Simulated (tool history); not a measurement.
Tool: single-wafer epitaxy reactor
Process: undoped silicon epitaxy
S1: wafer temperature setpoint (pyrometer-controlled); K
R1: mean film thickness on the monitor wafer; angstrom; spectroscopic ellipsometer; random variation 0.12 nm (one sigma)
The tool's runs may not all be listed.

{"run": 1, "day": 0.0, "S1": 908.15, "deposition time (s)": 391, "R1": 510.44}
{"run": 2, "day": 0.279, "S1": 909.15, "deposition time (s)": 391, "R1": 524.37}
{"run": 3, "day": 0.546, "S1": 910.15, "deposition time (s)": 391, "R1": 537.08}
{"run": 4, "day": 0.8, "S1": 910.15, "deposition time (s)": 443, "R1": 608.8}
{"run": 5, "day": 1.108, "S1": 910.15, "deposition time (s)": 470, "R1": 645.56}
{"run": 6, "day": 1.475, "S1": 908.15, "deposition time (s)": 470, "R1": 613.66}
{"run": 7, "day": 1.842, "S1": 907.15, "deposition time (s)": 470, "R1": 597.72}

Run 8 comes next. What will it give?
{"run": 8, "day": 2.146, "S1": 906.15, "deposition time (s)": 470, "R1": "?"}

R1: 579.76 angstrom
